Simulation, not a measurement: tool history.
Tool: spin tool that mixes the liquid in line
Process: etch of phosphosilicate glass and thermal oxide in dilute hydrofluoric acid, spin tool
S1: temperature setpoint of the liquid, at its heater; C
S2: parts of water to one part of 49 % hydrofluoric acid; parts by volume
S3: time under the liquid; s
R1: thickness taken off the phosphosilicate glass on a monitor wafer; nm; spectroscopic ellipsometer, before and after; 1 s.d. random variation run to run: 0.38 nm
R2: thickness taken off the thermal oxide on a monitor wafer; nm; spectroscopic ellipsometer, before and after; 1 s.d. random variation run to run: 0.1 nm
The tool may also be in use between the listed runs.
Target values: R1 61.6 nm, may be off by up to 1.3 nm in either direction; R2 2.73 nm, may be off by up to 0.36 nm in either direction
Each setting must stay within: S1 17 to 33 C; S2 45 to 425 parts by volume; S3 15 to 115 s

run  hour    S1   S2  S3      R1      R2
  1     0    25  235  60  23.042  1.0915
  2   5.9    25  235  70   26.57  1.1892
  3  13.4    26  225  70  29.231  1.2891
  4  19.7    26  275  70  22.793  1.0026
  5  28.1    27  255  70  25.978  1.1819
  6  35.9  27.5  240  70  28.541   1.168
  7    42  27.5  220  70   31.89   1.365
  8  43.3    28  210  70  34.114  1.5179
  9    50  28.5  200  70  37.351  1.5909
 10  52.6  28.5  200  70  37.387  1.5303
 11  61.3  32.5  120  70  77.808  3.5329
 12  65.8    32  120  70  77.512  3.3798
 13  69.8  31.5  120  70  76.412  3.4027
 14  76.5    31  120  70  75.007  3.3883
 15  83.7  30.5  120  70  72.589  3.4036
 16  88.8    30  120  70  72.552  3.2865
 17  95.7    26  125  70  58.826  2.6015

Exercise: of the 5 proposed moves below, exactly one satisfies all targets within the stated allowed misses. Which move is it?
  A  102.6  24.5  110  60   ?   ?
  B  102.6    23  135  90   ?   ?
  C  102.6  23.5  130  75   ?   ?
  D  102.6  25.5  150  85   ?   ?
  E  102.6    27  155  85   ?   ?

move      R1      R2
   A  54.687  2.4906
   B  61.202  2.7873
   C  54.317  2.4738
   D  56.265  2.5625
   E  57.238  2.6068
A: further off than the last run
B: all results in spec
C: further off than the last run
D: further off than the last run
E: further off than the last run
The move that meets every target is B.
